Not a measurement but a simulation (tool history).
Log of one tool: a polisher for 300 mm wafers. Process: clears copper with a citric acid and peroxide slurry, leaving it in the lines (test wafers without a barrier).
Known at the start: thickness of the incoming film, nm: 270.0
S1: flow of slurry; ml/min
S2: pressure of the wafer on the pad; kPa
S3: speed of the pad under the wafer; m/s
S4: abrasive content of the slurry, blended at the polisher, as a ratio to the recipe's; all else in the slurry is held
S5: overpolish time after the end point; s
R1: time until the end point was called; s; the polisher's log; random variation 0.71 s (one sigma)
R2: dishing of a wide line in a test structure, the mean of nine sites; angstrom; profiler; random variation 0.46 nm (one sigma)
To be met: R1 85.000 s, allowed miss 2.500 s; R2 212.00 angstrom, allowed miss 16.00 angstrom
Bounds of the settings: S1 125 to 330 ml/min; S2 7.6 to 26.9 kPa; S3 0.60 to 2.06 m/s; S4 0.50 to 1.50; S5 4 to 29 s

run	hour	S1	S2	S3	S4	S5	R1	R2
1	0.0	210	17.2	1.32	1.00	15	107.770	267.34
2	1.8	210	17.2	1.32	0.80	15	115.720	249.95
3	7.6	210	17.2	1.32	0.80	10	117.560	178.86
4	11.0	210	15.2	1.32	0.80	10	125.820	161.22
5	14.8	210	17.2	1.32	0.80	10	116.970	175.51
6	19.0	210	20.0	1.32	0.80	10	105.050	189.27
7	27.3	215	21.4	1.32	0.80	10	99.154	204.10
8	29.9	220	22.1	1.32	0.80	10	95.553	205.44
9	34.5	220	22.1	1.32	0.80	10	94.833	210.97
10	37.9	230	22.8	1.32	0.80	10	93.757	213.97
11	44.2	230	23.4	1.32	0.80	10	91.230	218.61
12	47.0	230	24.1	1.32	0.80	10	88.823	223.05

5 next moves are on the table. One of them brings every result within its allowed miss. Which?
A	49.8	225	23.4	1.24	0.85	9	?	?
B	49.8	240	22.8	1.34	0.75	12	?	?
C	49.8	230	25.5	1.22	0.75	12	?	?
D	49.8	270	26.9	1.22	0.65	9	?	?
E	49.8	230	24.1	1.36	0.85	9	?	?

move	R1	R2
A	94.666	201.49
B	93.183	264.74
C	93.665	264.30
D	93.044	205.21
E	84.305	224.04
A: further off than the last run
B: further off than the last run
C: further off than the last run
D: further off than the last run
E: meets every target
The right move is E.
